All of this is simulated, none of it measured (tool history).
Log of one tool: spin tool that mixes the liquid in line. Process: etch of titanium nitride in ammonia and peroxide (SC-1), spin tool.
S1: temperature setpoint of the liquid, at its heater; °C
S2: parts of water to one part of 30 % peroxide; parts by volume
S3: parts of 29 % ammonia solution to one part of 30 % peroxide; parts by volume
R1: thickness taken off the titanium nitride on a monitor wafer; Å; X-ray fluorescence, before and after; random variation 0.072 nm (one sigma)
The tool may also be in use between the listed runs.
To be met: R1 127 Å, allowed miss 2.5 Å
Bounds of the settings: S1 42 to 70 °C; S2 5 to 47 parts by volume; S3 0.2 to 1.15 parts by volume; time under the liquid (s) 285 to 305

run 1 hour=0 | S1=58 S2=26 S3=0.65 time_under_the_liquid_(s)=285 | R1=170.11
run 2 hour=4.1 | S1=58 S2=26 S3=0.75 time_under_the_liquid_(s)=285 | R1=174.42
run 3 hour=11.1 | S1=64 S2=26 S3=0.75 time_under_the_liquid_(s)=285 | R1=256.76
run 4 hour=16.9 | S1=61.5 S2=26 S3=0.75 time_under_the_liquid_(s)=285 | R1=216.43
run 5 hour=19.7 | S1=61.5 S2=33.5 S3=0.75 time_under_the_liquid_(s)=285 | R1=189.19
run 6 hour=22.4 | S1=60 S2=33.5 S3=0.75 time_under_the_liquid_(s)=285 | R1=170.46
run 7 hour=26.6 | S1=59 S2=33.5 S3=0.75 time_under_the_liquid_(s)=285 | R1=159.26
run 8 hour=35.6 | S1=55 S2=33.5 S3=0.75 time_under_the_liquid_(s)=285 | R1=122.69

Which of these 5 next moves meets every target?
run A hour=44.6 | S1=57.5 S2=37 S3=0.35 time_under_the_liquid_(s)=285 | R1=?
run B hour=44.6 | S1=55.5 S2=37 S3=0.75 time_under_the_liquid_(s)=285 | R1=?
run C hour=44.6 | S1=57.5 S2=43 S3=0.6 time_under_the_liquid_(s)=285 | R1=?
run D hour=44.6 | S1=53.5 S2=34.5 S3=0.85 time_under_the_liquid_(s)=305 | R1=?
run E hour=44.6 | S1=57 S2=44.5 S3=0.7 time_under_the_liquid_(s)=305 | R1=?

move=A R1=119.75
move=B R1=121.32
move=C R1=121.86
move=D R1=120.83
move=E R1=127.39
A: further off than the last run
B: further off than the last run
C: further off than the last run
D: further off than the last run
E: meets every target
The right move is E.
